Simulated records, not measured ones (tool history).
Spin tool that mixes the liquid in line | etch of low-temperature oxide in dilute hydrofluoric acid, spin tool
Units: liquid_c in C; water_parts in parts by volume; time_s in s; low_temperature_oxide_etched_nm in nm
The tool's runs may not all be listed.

run    day  liquid_c  water_parts  time_s  low_temperature_oxide_etched_nm
  1      0        25          210      50                           8.2968
  2  0.325      26.5          185      50                            10.19
  3  0.567        28          165      50                           12.446
  4    0.6        29          155      50                           13.803
  5  0.942        27          155      50                           12.728
     1.071  -- hydrofluoric acid flow meter replaced
  6  1.071      28.5          145      50                           13.244
  7  1.146      28.5          145      50                           13.134

Forecast run 8:
  8  1.262      29.5          130      50                                ?

low_temperature_oxide_etched_nm: 15.607 nm
